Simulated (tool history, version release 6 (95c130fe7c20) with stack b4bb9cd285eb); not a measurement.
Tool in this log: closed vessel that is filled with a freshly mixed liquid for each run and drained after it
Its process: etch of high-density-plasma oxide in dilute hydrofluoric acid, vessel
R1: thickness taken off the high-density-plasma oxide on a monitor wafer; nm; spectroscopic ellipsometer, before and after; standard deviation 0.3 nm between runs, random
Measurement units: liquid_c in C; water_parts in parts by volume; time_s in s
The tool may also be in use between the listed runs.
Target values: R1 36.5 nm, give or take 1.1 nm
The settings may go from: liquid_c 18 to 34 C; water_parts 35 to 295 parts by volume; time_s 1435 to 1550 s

{"run": 1, "hour": 0.0, "liquid_c": 26, "water_parts": 165, "time_s": 1435, "R1": 49.323}
{"run": 2, "hour": 2.3, "liquid_c": 26, "water_parts": 165, "time_s": 1435, "R1": 50.035}
{"run": 3, "hour": 11.0, "liquid_c": 25, "water_parts": 165, "time_s": 1435, "R1": 47.555}
{"run": 4, "hour": 18.2, "liquid_c": 25, "water_parts": 165, "time_s": 1550, "R1": 51.282}
{"run": 5, "hour": 24.5, "liquid_c": 24, "water_parts": 165, "time_s": 1550, "R1": 49.654}
{"run": 6, "hour": 26.9, "liquid_c": 24, "water_parts": 165, "time_s": 1550, "R1": 50.342}
{"run": 7, "hour": 29.0, "liquid_c": 23.5, "water_parts": 165, "time_s": 1550, "R1": 48.816}
{"run": 8, "hour": 34.3, "liquid_c": 23, "water_parts": 165, "time_s": 1550, "R1": 47.309}
{"run": 9, "hour": 42.1, "liquid_c": 22.5, "water_parts": 165, "time_s": 1550, "R1": 47.689}
{"run": 10, "hour": 48.8, "liquid_c": 22, "water_parts": 165, "time_s": 1550, "R1": 45.971}
{"run": 11, "hour": 52.3, "liquid_c": 21.5, "water_parts": 165, "time_s": 1550, "R1": 45.447}
{"run": 12, "hour": 60.3, "liquid_c": 18, "water_parts": 185, "time_s": 1550, "R1": 34.272}

Which of these 5 next moves meets every target?
{"run": "A", "hour": 68.3, "liquid_c": 18, "water_parts": 175, "time_s": 1545, "R1": "?"}
{"run": "B", "hour": 68.3, "liquid_c": 18, "water_parts": 175, "time_s": 1435, "R1": "?"}
{"run": "C", "hour": 68.3, "liquid_c": 18, "water_parts": 195, "time_s": 1550, "R1": "?"}
{"run": "D", "hour": 68.3, "liquid_c": 18.5, "water_parts": 195, "time_s": 1510, "R1": "?"}
{"run": "E", "hour": 68.3, "liquid_c": 18, "water_parts": 180, "time_s": 1475, "R1": "?"}

move=A R1=36.377
move=B R1=33.787
move=C R1=32.134
move=D R1=31.928
move=E R1=33.602
A: hits every target within its allowed miss
B: the biggest miss grows against the last run
C: the biggest miss grows against the last run
D: the biggest miss grows against the last run
E: the biggest miss grows against the last run
A meets every target.
